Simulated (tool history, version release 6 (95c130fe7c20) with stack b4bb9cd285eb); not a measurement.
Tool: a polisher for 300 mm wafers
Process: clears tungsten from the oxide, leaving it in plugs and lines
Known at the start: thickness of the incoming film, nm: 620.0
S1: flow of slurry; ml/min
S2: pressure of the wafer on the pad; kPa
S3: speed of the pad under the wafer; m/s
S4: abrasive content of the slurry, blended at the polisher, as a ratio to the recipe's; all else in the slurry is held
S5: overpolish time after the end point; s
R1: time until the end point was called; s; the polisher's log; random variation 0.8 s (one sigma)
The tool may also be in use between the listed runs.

| run | hour | S1 | S2 | S3 | S4 | S5 | R1 |
|---|---|---|---|---|---|---|---|
| 1 | 0.0 | 270 | 32.4 | 0.88 | 1.0 | 5 | 138.19 |
| 2 | 6.1 | 270 | 32.4 | 0.88 | 1.0 | 5 | 137.13 |
| 3 | 8.3 | 270 | 32.4 | 0.88 | 1.1 | 5 | 133.20 |
| 4 | 12.1 | 270 | 34.5 | 0.88 | 1.1 | 5 | 128.11 |
| 5 | 18.6 | 270 | 31.7 | 0.88 | 1.1 | 5 | 139.76 |
| 6 | 21.8 | 270 | 31.7 | 0.88 | 1.1 | 5 | 138.80 |

The next listed run, before its measurement:
| 7 | 29.1 | 270 | 33.8 | 0.88 | 1.1 | 5 | ? |

{"run 7": {"R1": 128.43}}
